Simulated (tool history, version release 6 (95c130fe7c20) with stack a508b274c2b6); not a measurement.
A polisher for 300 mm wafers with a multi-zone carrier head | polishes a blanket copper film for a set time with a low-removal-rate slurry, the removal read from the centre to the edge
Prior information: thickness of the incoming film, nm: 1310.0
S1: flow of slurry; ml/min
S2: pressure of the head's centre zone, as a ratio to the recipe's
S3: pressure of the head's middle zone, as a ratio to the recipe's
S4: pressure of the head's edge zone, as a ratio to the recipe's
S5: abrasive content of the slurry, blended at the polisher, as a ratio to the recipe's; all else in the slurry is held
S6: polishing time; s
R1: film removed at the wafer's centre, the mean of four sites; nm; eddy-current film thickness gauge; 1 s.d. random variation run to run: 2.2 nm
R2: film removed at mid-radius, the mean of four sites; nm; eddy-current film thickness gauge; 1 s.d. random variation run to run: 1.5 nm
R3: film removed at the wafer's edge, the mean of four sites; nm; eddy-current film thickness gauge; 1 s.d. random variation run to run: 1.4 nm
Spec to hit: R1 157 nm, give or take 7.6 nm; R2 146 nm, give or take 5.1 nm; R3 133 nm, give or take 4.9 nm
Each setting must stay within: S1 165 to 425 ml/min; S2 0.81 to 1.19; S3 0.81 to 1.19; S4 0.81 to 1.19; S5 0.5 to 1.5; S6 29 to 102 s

Run 1, hour 0: S1 275 ml/min, S2 1, S3 1, S4 1, S5 1, S6 65 s. Result: R1 157.52 nm, R2 163.09 nm, R3 149.8 nm.
Run 2, hour 4.4: S1 235 ml/min, S2 1, S3 1, S4 1, S5 1, S6 65 s. Result: R1 156.86 nm, R2 161.88 nm, R3 149.43 nm.
Run 3, hour 9.8: S1 235 ml/min, S2 1.01, S3 0.99, S4 0.98, S5 0.95, S6 65 s. Result: R1 152.35 nm, R2 159.2 nm, R3 149.22 nm.
Run 4, hour 17.2: S1 205 ml/min, S2 1.01, S3 0.99, S4 0.98, S5 0.95, S6 65 s. Result: R1 149.25 nm, R2 159.03 nm, R3 146.75 nm.
Run 5, hour 19.5: S1 205 ml/min, S2 1.01, S3 0.99, S4 1.04, S5 0.95, S6 65 s. Result: R1 154.06 nm, R2 156.4 nm, R3 148.52 nm.
Run 6, hour 22.9: S1 210 ml/min, S2 1.04, S3 1, S4 1.04, S5 0.9, S6 64 s. Result: R1 151.24 nm, R2 151.38 nm, R3 143.59 nm.
Run 7, hour 28.5: S1 215 ml/min, S2 1.06, S3 1.01, S4 1.04, S5 0.9, S6 64 s. Result: R1 159.7 nm, R2 159.2 nm, R3 145.21 nm.
Run 8, hour 30.3: S1 215 ml/min, S2 1.08, S3 1.01, S4 1.04, S5 0.85, S6 63 s. Result: R1 156.03 nm, R2 155.9 nm, R3 140.55 nm.
Run 9, hour 31.7: S1 215 ml/min, S2 1.09, S3 1, S4 1.04, S5 0.85, S6 63 s. Result: R1 160.45 nm, R2 152.83 nm, R3 141.8 nm.
Run 10, hour 34.8: S1 215 ml/min, S2 1.1, S3 1, S4 1.04, S5 0.8, S6 63 s. Result: R1 160.18 nm, R2 149.25 nm, R3 137.18 nm.

Pick the move, out of 4, that brings all results within their allowed miss; only one does.
Run A, hour 37.9: S1 220 ml/min, S2 1.07, S3 0.93, S4 0.98, S5 0.7, S6 68 s. Result: R1 ?, R2 ?, R3 ?.
Run B, hour 37.9: S1 230 ml/min, S2 1.14, S3 1.01, S4 1.05, S5 0.8, S6 60 s. Result: R1 ?, R2 ?, R3 ?.
Run C, hour 37.9: S1 175 ml/min, S2 1.06, S3 0.94, S4 0.99, S5 0.7, S6 70 s. Result: R1 ?, R2 ?, R3 ?.
Run D, hour 37.9: S1 190 ml/min, S2 1.17, S3 0.95, S4 1.09, S5 0.85, S6 64 s. Result: R1 ?, R2 ?, R3 ?.

move      R1      R2      R3
   A  165.46  149.84  145.56
   B  158.62  145.21  134.36
   C  164.17   151.7  147.48
   D  170.84  145.47  144.41
A: further off than the last run
B: every result within its allowed miss
C: further off than the last run
D: further off than the last run
Correct choice: B, which meets every target
